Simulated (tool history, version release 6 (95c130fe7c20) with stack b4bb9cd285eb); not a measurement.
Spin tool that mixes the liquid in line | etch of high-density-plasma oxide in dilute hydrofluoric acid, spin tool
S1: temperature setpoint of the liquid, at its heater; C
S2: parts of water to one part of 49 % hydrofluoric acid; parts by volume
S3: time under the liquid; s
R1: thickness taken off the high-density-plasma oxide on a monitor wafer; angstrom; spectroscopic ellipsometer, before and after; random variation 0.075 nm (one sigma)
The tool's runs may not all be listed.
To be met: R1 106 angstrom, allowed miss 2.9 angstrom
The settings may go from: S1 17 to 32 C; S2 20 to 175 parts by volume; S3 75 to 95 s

run	day	S1	S2	S3	R1
1	0	24	95	95	52.431
2	0.308	26	85	95	64.074
3	0.367	28	85	95	69.173
4	0.671	29	80	95	77.311
5	0.996	29	95	95	63.09
6	1.308	30.5	95	95	67.456
7	1.504	31	85	95	77.239
8	1.829	31	85	95	78.238
9	2.108	31.5	80	95	84.074
10	2.35	31.5	75	95	91.429
11	2.554	31.5	70	95	98.149

Which of these 4 next moves meets every target?
A	2.758	30	55	90	?
B	2.758	31	65	95	?
C	2.758	32	75	95	?
D	2.758	32	60	90	?

move	R1
A	115.16
B	105.29
C	93.337
D	113.16
A: takes the result that was furthest off past its target
B: meets every target
C: further off than the last run
D: takes the result that was furthest off past its target
The right move is B.
